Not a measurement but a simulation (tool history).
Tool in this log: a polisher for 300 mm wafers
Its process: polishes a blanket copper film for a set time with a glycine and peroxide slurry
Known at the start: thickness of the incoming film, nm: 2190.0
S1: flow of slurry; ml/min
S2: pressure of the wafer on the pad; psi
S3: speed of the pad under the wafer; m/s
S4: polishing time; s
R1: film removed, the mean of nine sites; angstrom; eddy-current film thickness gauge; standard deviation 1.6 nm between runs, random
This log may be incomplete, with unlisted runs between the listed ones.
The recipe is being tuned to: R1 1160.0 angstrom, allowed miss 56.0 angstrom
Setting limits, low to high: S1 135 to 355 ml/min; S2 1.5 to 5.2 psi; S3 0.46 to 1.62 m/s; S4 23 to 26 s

run 1 hour=0.0 | S1=225 S2=3.3 S3=1.04 S4=26 | R1=1834.8
run 2 hour=8.2 | S1=225 S2=3.3 S3=1.04 S4=26 | R1=1860.3
run 3 hour=8.8 | S1=225 S2=2.8 S3=1.02 S4=26 | R1=1578.8
run 4 hour=15.2 | S1=225 S2=2.8 S3=1.02 S4=23 | R1=1393.0
run 5 hour=16.7 | S1=225 S2=2.6 S3=1.02 S4=23 | R1=1308.5
run 6 hour=20.8 | S1=225 S2=2.6 S3=1.02 S4=23 | R1=1305.9
run 7 hour=22.3 | S1=225 S2=2.5 S3=1.02 S4=23 | R1=1247.9
run 8 hour=24.9 | S1=225 S2=2.4 S3=1.02 S4=23 | R1=1252.3

Of the 5 settings listed for the next run, only one would bring every result within its allowed miss of target. Which one?
run A hour=27.5 | S1=285 S2=2.0 S3=1.16 S4=26 | R1=?
run B hour=27.5 | S1=215 S2=1.9 S3=1.04 S4=26 | R1=?
run C hour=27.5 | S1=215 S2=2.7 S3=1.00 S4=23 | R1=?
run D hour=27.5 | S1=185 S2=2.2 S3=1.06 S4=26 | R1=?
run E hour=27.5 | S1=250 S2=2.3 S3=1.08 S4=24 | R1=?

move=A R1=1324.2
move=B R1=1148.6
move=C R1=1311.0
move=D R1=1274.9
move=E R1=1286.6
A: lands further from the targets than the last run did
B: meets every target
C: lands further from the targets than the last run did
D: lands further from the targets than the last run did
E: lands further from the targets than the last run did
B is the move that brings every result within its allowed miss.

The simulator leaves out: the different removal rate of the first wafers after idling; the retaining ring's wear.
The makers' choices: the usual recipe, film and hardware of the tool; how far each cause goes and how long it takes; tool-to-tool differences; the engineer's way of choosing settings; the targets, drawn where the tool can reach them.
